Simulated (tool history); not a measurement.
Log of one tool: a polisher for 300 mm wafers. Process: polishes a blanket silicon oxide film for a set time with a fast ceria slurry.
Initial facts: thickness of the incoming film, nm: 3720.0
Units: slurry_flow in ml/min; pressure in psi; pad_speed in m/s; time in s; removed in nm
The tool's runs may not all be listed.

run	hour	slurry_flow	pressure	pad_speed	time	removed
1	0.0	270	1.6	1.14	44	425.49
2	2.1	270	1.6	0.90	44	349.23
3	9.8	270	1.7	0.92	44	372.83
4	15.1	270	1.8	0.96	44	413.37
5	23.9	270	1.8	1.18	44	489.40
6	26.7	270	1.8	1.40	44	580.85
7	31.1	270	1.8	1.40	44	583.76

Predict the results of run 8:
8	36.8	270	1.9	1.40	44	?

{"run 8": {"removed": 619.96}}

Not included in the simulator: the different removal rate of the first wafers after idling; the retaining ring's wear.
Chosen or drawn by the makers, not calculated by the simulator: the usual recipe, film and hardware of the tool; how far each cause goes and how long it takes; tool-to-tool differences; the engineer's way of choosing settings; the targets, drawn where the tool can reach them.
